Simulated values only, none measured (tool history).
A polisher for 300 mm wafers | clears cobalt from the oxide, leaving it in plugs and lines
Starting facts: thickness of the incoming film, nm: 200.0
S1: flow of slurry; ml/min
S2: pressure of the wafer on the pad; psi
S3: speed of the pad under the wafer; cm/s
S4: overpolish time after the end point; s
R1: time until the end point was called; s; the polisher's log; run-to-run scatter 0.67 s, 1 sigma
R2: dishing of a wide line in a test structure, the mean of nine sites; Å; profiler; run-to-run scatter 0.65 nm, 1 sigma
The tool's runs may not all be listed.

Run 1, hour 0.0: S1 210 ml/min, S2 1.6 psi, S3 88 cm/s, S4 16 s. Result: R1 46.153 s, R2 431.16 Å.
Run 2, hour 1.4: S1 210 ml/min, S2 1.8 psi, S3 88 cm/s, S4 16 s. Result: R1 39.994 s, R2 485.71 Å.
Run 3, hour 7.3: S1 210 ml/min, S2 1.7 psi, S3 90 cm/s, S4 13 s. Result: R1 42.152 s, R2 419.77 Å.
Run 4, hour 8.0: S1 210 ml/min, S2 1.6 psi, S3 92 cm/s, S4 11 s. Result: R1 42.660 s, R2 384.30 Å.
Run 5, hour 15.8: S1 210 ml/min, S2 1.6 psi, S3 84 cm/s, S4 11 s. Result: R1 46.625 s, R2 353.17 Å.
Run 6, hour 17.7: S1 210 ml/min, S2 1.6 psi, S3 84 cm/s, S4 18 s. Result: R1 46.198 s, R2 469.93 Å.

The next listed run, before its measurement:
Run 7, hour 19.0: S1 215 ml/min, S2 1.6 psi, S3 84 cm/s, S4 14 s. Result: R1 ?, R2 ?.

{"run 7": {"R1": 46.122, "R2": 421.3}}
